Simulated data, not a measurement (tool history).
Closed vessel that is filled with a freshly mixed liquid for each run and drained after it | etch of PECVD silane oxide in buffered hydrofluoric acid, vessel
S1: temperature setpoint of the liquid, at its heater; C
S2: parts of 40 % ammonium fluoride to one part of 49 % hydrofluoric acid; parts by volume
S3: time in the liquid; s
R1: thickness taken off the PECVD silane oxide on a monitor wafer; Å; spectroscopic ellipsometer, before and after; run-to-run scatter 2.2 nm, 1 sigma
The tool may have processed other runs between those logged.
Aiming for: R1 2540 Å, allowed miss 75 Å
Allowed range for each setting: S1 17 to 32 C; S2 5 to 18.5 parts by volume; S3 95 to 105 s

| run | day | S1 | S2 | S3 | R1 |
|---|---|---|---|---|---|
| 1 | 0 | 25 | 11.5 | 95 | 1340.4 |
| 2 | 0.104 | 27 | 10.5 | 95 | 1643.3 |
| 3 | 0.2 | 27 | 10.5 | 105 | 1840.4 |
| 4 | 0.317 | 27 | 10.5 | 95 | 1633.5 |
| 5 | 0.362 | 24 | 10.5 | 95 | 1393.3 |
| 6 | 0.517 | 26.5 | 9.5 | 95 | 1747.5 |
| 7 | 0.642 | 26.5 | 9.5 | 95 | 1709.3 |
| 8 | 1 | 28 | 9 | 95 | 1960.5 |
| 9 | 1.162 | 29.5 | 9 | 95 | 2088.5 |
| 10 | 1.425 | 30.5 | 8.5 | 95 | 2343.6 |
| 11 | 1.792 | 31 | 8.5 | 95 | 2424.4 |

Next run, 4 choices. One meets every target within its allowed miss, the rest don't. Which?
| A | 2.158 | 29.5 | 9 | 105 | ? |
| B | 2.158 | 26 | 7 | 95 | ? |
| C | 2.158 | 29.5 | 7.5 | 95 | ? |
| D | 2.158 | 30.5 | 7.5 | 95 | ? |

| move | R1 |
|---|---|
| A | 2343.1 |
| B | 2309.7 |
| C | 2582.4 |
| D | 2721.2 |
A: misses by more than the last run did
B: misses by more than the last run did
C: hits every target within its allowed miss
D: takes the biggest miss from the last run beyond its target
C is the move that brings every result within its allowed miss.
